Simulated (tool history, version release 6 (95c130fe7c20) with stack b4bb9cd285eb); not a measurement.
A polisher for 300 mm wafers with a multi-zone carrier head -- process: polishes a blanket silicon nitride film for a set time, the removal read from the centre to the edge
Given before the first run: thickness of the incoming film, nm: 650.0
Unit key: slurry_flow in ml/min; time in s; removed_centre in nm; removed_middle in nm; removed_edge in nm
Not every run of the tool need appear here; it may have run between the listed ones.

run	hour	slurry_flow	centre_zone	middle_zone	edge_zone	time	removed_centre	removed_middle	removed_edge
1	0	315	1	1	1	43	61.557	61.777	60.912
2	0.9	315	1	1	0.93	43	61.656	60.897	60.367
3	3	315	1	1	0.93	41	58.785	58.003	55.658
4	4.8	315	0.99	0.99	0.92	40	57.156	56.997	54.454
5	10.9	315	0.99	0.99	0.92	34	48.27	48.785	46.896
6	18.4	310	0.98	0.98	0.91	34	47.977	48.168	46.514
7	19.3	305	0.97	0.97	0.9	34	46.913	47.477	46.499
8	23.7	305	0.97	0.97	0.9	34	47.613	47.371	45.744
9	24.5	300	0.96	0.96	0.89	34	46.502	46.868	45.267
10	33.1	300	0.96	0.96	0.89	34	46.011	47.011	45.607
11	40.9	295	0.96	0.96	0.88	34	46.335	47.065	45.252

The next listed run, before its measurement:
12	49.2	290	0.95	0.95	0.87	34	?	?	?

Logged for run 12: removed_centre 45.523 nm, removed_middle 45.295 nm, removed_edge 44.832 nm.

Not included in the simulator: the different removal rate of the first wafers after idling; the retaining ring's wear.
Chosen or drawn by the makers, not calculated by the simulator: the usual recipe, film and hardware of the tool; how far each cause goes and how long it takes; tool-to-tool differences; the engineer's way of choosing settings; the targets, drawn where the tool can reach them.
